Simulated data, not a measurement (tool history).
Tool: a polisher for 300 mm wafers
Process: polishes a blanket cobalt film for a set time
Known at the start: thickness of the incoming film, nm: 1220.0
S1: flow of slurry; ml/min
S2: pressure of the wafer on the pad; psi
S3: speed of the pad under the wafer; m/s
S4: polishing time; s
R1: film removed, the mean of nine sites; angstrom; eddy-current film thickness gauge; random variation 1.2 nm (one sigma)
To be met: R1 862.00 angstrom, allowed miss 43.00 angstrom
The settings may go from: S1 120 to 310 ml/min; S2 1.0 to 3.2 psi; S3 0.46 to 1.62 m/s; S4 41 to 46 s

run	hour	S1	S2	S3	S4	R1
1	0.0	200	2.1	1.04	46	2080.80
2	6.1	200	1.9	0.98	46	1812.40
3	14.4	200	1.8	0.92	46	1609.90
4	22.6	155	1.8	0.92	46	1530.50
5	27.9	120	1.8	0.92	46	1451.50
6	31.7	120	1.8	1.02	46	1618.90
7	37.1	120	1.7	0.98	46	1482.40
8	42.8	120	1.6	0.94	46	1309.00
9	50.6	120	1.5	0.92	46	1250.70
10	58.9	120	1.4	0.90	46	1135.10
11	66.4	120	1.3	0.90	46	1067.10

Which of these 5 next moves meets every target?
A	73.9	145	1.0	0.90	46	?
B	73.9	120	1.7	1.02	46	?
C	73.9	130	1.0	0.86	42	?
D	73.9	120	1.0	0.90	42	?
E	73.9	125	1.4	0.70	41	?

move	R1
A	852.36
B	1553.60
C	734.02
D	758.34
E	804.60
A: meets every target
B: further off than the last run
C: takes the result that was furthest off past its target
D: takes the result that was furthest off past its target
E: takes the result that was furthest off past its target
Answer: A
